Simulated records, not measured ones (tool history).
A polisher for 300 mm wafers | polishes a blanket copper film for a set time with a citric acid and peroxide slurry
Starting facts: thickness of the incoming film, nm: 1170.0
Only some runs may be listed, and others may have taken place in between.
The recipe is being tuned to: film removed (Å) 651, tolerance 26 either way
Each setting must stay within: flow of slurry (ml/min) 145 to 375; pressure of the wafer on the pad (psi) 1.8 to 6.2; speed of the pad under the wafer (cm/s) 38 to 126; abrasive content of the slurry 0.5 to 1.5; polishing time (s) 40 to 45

run  hour  flow of slurry (ml/min)  pressure of the wafer on the pad (psi)  speed of the pad under the wafer (cm/s)  abrasive content of the slurry  polishing time (s)  film removed (Å)
  1     0                      240                                       4                                       82                               1                  45            890.37
  2   3.5                      285                                       4                                       82                               1                  45            911.44
  3   8.4                      340                                       4                                       82                               1                  45            916.87
  4  13.2                      340                                       4                                       82                             1.2                  45            960.31
  5  18.9                      340                                     3.7                                       82                             1.2                  45            872.67
  6  26.5                      365                                     3.7                                       82                             1.2                  45            889.84
  7  28.9                      365                                     3.4                                       82                             1.2                  45            828.28
  8    37                      365                                     3.2                                       82                             1.2                  45            779.62
  9    44                      365                                     3.1                                       82                             1.2                  45            756.23
 10  49.7                      365                                       3                                       82                             1.2                  45            734.84
 11  53.1                      365                                     2.9                                       82                             1.2                  45            698.72

Exactly one of the 5 candidate moves below puts every result within its allowed miss. Which one?
  A  56.5                      335                                     3.9                                       62                             1.1                  45                 ?
  B  56.5                      340                                     2.7                                       92                            0.75                  45                 ?
  C  56.5                      375                                     2.8                                       92                            1.15                  44                 ?
  D  56.5                      325                                     3.9                                       72                             1.1                  43                 ?
  E  56.5                      365                                     3.1                                       82                             1.2                  45                 ?

move  film removed (Å)
   A            715.41
   B            643.05
   C             727.6
   D             773.8
   E            748.47
A: lands further from the targets than the last run did
B: hits every target within its allowed miss
C: lands further from the targets than the last run did
D: lands further from the targets than the last run did
E: lands further from the targets than the last run did
Go with B: it meets all targets.
